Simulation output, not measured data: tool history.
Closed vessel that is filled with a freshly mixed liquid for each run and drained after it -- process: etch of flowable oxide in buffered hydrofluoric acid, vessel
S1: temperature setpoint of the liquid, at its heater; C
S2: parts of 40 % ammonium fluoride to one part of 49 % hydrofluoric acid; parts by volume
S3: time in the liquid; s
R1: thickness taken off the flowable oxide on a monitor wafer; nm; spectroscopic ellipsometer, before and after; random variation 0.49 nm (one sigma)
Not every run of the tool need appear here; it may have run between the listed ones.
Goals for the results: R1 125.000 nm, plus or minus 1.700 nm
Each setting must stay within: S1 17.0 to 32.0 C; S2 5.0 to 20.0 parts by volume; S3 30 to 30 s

Run 1, day 0.000: S1 24.0 C, S2 12.0 parts by volume, S3 30 s. Result: R1 98.669 nm.
Run 2, day 0.296: S1 22.0 C, S2 12.0 parts by volume, S3 30 s. Result: R1 88.673 nm.
Run 3, day 0.442: S1 23.5 C, S2 12.0 parts by volume, S3 30 s. Result: R1 97.157 nm.
Run 4, day 0.554: S1 23.5 C, S2 13.5 parts by volume, S3 30 s. Result: R1 86.216 nm.
Run 5, day 0.846: S1 23.5 C, S2 13.5 parts by volume, S3 30 s. Result: R1 85.890 nm.
Run 6, day 0.954: S1 25.0 C, S2 13.5 parts by volume, S3 30 s. Result: R1 93.531 nm.
Run 7, day 1.008: S1 26.0 C, S2 13.5 parts by volume, S3 30 s. Result: R1 98.883 nm.
At day 1.079: hydrofluoric acid flow meter replaced.
Run 8, day 1.079: S1 30.0 C, S2 13.5 parts by volume, S3 30 s. Result: R1 112.840 nm.
Run 9, day 1.396: S1 30.0 C, S2 13.5 parts by volume, S3 30 s. Result: R1 112.900 nm.
Run 10, day 1.567: S1 30.5 C, S2 13.5 parts by volume, S3 30 s. Result: R1 116.390 nm.
Run 11, day 1.771: S1 31.0 C, S2 13.5 parts by volume, S3 30 s. Result: R1 118.650 nm.
Run 12, day 2.054: S1 31.5 C, S2 13.5 parts by volume, S3 30 s. Result: R1 122.770 nm.

4 next moves are on the table. One of them brings every result within its allowed miss. Which?
Run A, day 2.338: S1 30.0 C, S2 12.5 parts by volume, S3 30 s. Result: R1 ?.
Run B, day 2.338: S1 32.0 C, S2 13.0 parts by volume, S3 30 s. Result: R1 ?.
Run C, day 2.338: S1 32.0 C, S2 14.0 parts by volume, S3 30 s. Result: R1 ?.
Run D, day 2.338: S1 30.5 C, S2 12.5 parts by volume, S3 30 s. Result: R1 ?.

move       R1
   A  122.330
   B  130.690
   C  121.560
   D  125.580
A: the biggest miss grows against the last run
B: the result that was furthest off in the last run now lies on the other side of its target
C: the biggest miss grows against the last run
D: meets every target
Move D is the one to make.
